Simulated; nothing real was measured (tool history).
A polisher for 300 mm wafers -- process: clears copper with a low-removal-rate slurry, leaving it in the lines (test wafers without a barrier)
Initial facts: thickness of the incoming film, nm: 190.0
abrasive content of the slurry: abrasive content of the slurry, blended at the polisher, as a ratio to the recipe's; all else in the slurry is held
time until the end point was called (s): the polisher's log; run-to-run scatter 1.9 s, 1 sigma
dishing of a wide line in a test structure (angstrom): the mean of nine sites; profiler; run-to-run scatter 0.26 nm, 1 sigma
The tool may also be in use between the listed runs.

run,hour,flow of slurry (ml/min),pressure of the wafer on the pad (kPa),speed of the pad under the wafer (m/s),abrasive content of the slurry,overpolish time after the end point (s),time until the end point was called (s),dishing of a wide line in a test structure (angstrom)
1,0,285,20.7,0.88,1,28,76.104,212.29
2,8.8,240,20.7,0.88,1,28,76.654,217.83
3,10.4,240,20.7,0.88,1.1,28,77.408,215.02
4,11.6,240,17.9,0.86,1.1,26,88.949,200.39
5,15.3,240,15.9,0.84,1.1,25,102.52,183.14
6,20.1,240,15.9,0.84,1.1,33,100.43,203.21
7,25.3,240,14.5,0.82,1.1,32,113.19,194.68

Run 8 comes next. What will it give?
8,33.9,240,13.1,0.82,1.1,31,?,?

{"run 8": {"time until the end point was called (s)": 124.75, "dishing of a wide line in a test structure (angstrom)": 186.71}}
